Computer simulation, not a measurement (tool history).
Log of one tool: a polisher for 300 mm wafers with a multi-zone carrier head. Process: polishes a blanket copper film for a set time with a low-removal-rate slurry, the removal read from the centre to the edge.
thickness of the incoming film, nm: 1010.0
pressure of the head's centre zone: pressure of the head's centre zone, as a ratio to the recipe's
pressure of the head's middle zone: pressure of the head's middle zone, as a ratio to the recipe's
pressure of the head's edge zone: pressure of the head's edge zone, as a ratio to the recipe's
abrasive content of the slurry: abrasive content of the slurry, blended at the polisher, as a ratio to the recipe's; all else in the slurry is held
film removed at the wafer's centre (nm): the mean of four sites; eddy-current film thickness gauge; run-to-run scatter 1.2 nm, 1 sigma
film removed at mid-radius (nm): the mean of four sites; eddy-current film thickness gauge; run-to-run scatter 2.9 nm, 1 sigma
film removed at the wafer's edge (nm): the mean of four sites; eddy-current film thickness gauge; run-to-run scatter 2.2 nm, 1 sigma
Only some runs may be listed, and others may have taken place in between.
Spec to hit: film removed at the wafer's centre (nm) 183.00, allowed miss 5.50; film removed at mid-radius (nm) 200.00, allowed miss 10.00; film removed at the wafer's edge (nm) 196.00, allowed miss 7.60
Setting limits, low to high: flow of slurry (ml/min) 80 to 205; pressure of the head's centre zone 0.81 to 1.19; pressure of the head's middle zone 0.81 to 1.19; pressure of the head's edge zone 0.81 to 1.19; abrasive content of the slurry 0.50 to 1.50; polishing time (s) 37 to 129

| run | hour | flow of slurry (ml/min) | pressure of the head's centre zone | pressure of the head's middle zone | pressure of the head's edge zone | abrasive content of the slurry | polishing time (s) | film removed at the wafer's centre (nm) | film removed at mid-radius (nm) | film removed at the wafer's edge (nm) |
|---|---|---|---|---|---|---|---|---|---|---|
| 1 | 0.0 | 135 | 1.00 | 1.00 | 1.00 | 1.00 | 83 | 155.81 | 150.37 | 151.93 |
| 2 | 3.3 | 145 | 0.99 | 1.03 | 1.04 | 1.10 | 84 | 162.86 | 162.92 | 162.01 |
| 3 | 10.6 | 135 | 0.99 | 1.03 | 1.04 | 1.10 | 84 | 160.98 | 167.49 | 162.43 |
| 4 | 13.4 | 135 | 0.99 | 1.03 | 1.04 | 1.20 | 84 | 165.04 | 162.53 | 166.14 |
| 5 | 20.8 | 135 | 0.94 | 1.03 | 1.04 | 1.20 | 84 | 156.29 | 167.16 | 165.98 |
| 6 | 29.0 | 140 | 0.95 | 1.05 | 1.07 | 1.25 | 84 | 158.91 | 167.50 | 168.27 |
| 7 | 34.4 | 140 | 0.95 | 1.07 | 1.08 | 1.30 | 86 | 167.73 | 181.73 | 178.20 |
| 8 | 43.4 | 145 | 0.95 | 1.08 | 1.10 | 1.35 | 86 | 171.49 | 186.44 | 180.10 |
| 9 | 49.8 | 150 | 0.95 | 1.08 | 1.12 | 1.40 | 86 | 172.23 | 189.20 | 182.02 |
| 10 | 54.7 | 150 | 0.95 | 1.08 | 1.13 | 1.45 | 87 | 175.85 | 194.58 | 187.87 |
| 11 | 58.9 | 150 | 0.95 | 1.08 | 1.14 | 1.45 | 87 | 175.33 | 189.76 | 186.34 |

Of the 4 settings listed for the next run, only one would bring every result within its allowed miss of target. Which one?
| A | 63.1 | 125 | 1.04 | 0.98 | 1.17 | 1.45 | 87 | ? | ? | ? |
| B | 63.1 | 195 | 0.98 | 0.99 | 1.19 | 1.50 | 84 | ? | ? | ? |
| C | 63.1 | 150 | 0.96 | 1.10 | 1.19 | 1.45 | 88 | ? | ? | ? |
| D | 63.1 | 160 | 1.06 | 1.18 | 0.89 | 1.45 | 82 | ? | ? | ? |

| move | film removed at the wafer's centre (nm) | film removed at mid-radius (nm) | film removed at the wafer's edge (nm) |
|---|---|---|---|
| A | 184.78 | 173.58 | 186.18 |
| B | 185.74 | 185.04 | 193.69 |
| C | 179.94 | 201.08 | 194.43 |
| D | 187.84 | 201.35 | 163.16 |
A: brings the last run's worst result on target, with another outside its allowed miss
B: brings the last run's worst result on target, with another outside its allowed miss
C: hits every target within its allowed miss
D: brings the last run's worst result on target, with another outside its allowed miss
So the answer is move C, the one that meets all the targets.
